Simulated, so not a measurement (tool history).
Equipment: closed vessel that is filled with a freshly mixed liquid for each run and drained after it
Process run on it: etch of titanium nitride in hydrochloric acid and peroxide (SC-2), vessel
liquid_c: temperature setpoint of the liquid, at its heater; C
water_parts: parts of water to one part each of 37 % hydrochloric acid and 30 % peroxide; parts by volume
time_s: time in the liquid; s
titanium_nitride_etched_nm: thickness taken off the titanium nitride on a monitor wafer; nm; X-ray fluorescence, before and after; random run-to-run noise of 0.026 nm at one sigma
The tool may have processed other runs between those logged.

{"run": 1, "hour": 0.0, "liquid_c": 46.0, "water_parts": 6.5, "time_s": 130, "titanium_nitride_etched_nm": 3.8521}
{"run": 2, "hour": 3.3, "liquid_c": 50.5, "water_parts": 6.5, "time_s": 130, "titanium_nitride_etched_nm": 5.1421}
{"run": 3, "hour": 9.5, "liquid_c": 50.5, "water_parts": 6.5, "time_s": 130, "titanium_nitride_etched_nm": 5.1712}
{"run": 4, "hour": 10.8, "liquid_c": 50.5, "water_parts": 5.5, "time_s": 130, "titanium_nitride_etched_nm": 5.8757}
{"run": 5, "hour": 17.2, "liquid_c": 48.5, "water_parts": 5.5, "time_s": 130, "titanium_nitride_etched_nm": 5.1229}
{"run": 6, "hour": 22.4, "liquid_c": 48.5, "water_parts": 5.5, "time_s": 130, "titanium_nitride_etched_nm": 5.1293}
{"run": 7, "hour": 31.3, "liquid_c": 47.0, "water_parts": 5.5, "time_s": 130, "titanium_nitride_etched_nm": 4.6134}

Run 8 is up next; what results do you expect?
{"run": 8, "hour": 33.5, "liquid_c": 39.5, "water_parts": 5.5, "time_s": 130, "titanium_nitride_etched_nm": "?"}

{"run 8": {"titanium_nitride_etched_nm": 2.7913}}
